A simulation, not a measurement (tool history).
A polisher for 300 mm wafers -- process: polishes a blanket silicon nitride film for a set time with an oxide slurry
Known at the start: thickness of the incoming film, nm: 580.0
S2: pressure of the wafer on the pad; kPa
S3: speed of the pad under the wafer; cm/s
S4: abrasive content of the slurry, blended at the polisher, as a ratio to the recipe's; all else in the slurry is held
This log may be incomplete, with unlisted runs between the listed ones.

{"run": 1, "hour": 0.0, "flow of slurry (ml/min)": 255, "S2": 29.6, "S3": 110, "S4": 1, "polishing time (s)": 31, "film removed (nm)": 22.829}
{"run": 2, "hour": 1.4, "flow of slurry (ml/min)": 255, "S2": 29.6, "S3": 110, "S4": 1.1, "polishing time (s)": 31, "film removed (nm)": 23.847}
{"run": 3, "hour": 10.1, "flow of slurry (ml/min)": 255, "S2": 28.3, "S3": 110, "S4": 1.1, "polishing time (s)": 31, "film removed (nm)": 22.608}
{"run": 4, "hour": 12.4, "flow of slurry (ml/min)": 255, "S2": 26.9, "S3": 110, "S4": 1.1, "polishing time (s)": 31, "film removed (nm)": 21.603}
{"run": 5, "hour": 20.1, "flow of slurry (ml/min)": 255, "S2": 26.9, "S3": 120, "S4": 1.1, "polishing time (s)": 31, "film removed (nm)": 23.601}
{"run": 6, "hour": 25.9, "flow of slurry (ml/min)": 255, "S2": 26.9, "S3": 96, "S4": 1.1, "polishing time (s)": 31, "film removed (nm)": 19.162}
{"run": 7, "hour": 32.6, "flow of slurry (ml/min)": 255, "S2": 26.2, "S3": 96, "S4": 1.1, "polishing time (s)": 31, "film removed (nm)": 18.622}
{"run": 8, "hour": 39.3, "flow of slurry (ml/min)": 255, "S2": 25.5, "S3": 96, "S4": 1.1, "polishing time (s)": 31, "film removed (nm)": 18.57}
{"run": 9, "hour": 48.2, "flow of slurry (ml/min)": 255, "S2": 24.8, "S3": 96, "S4": 1.1, "polishing time (s)": 31, "film removed (nm)": 17.853}

Expected results for the next run?
{"run": 10, "hour": 55.1, "flow of slurry (ml/min)": 255, "S2": 24.1, "S3": 96, "S4": 1.1, "polishing time (s)": 31, "film removed (nm)": "?"}

Run 10 produced film removed (nm) 17.346.
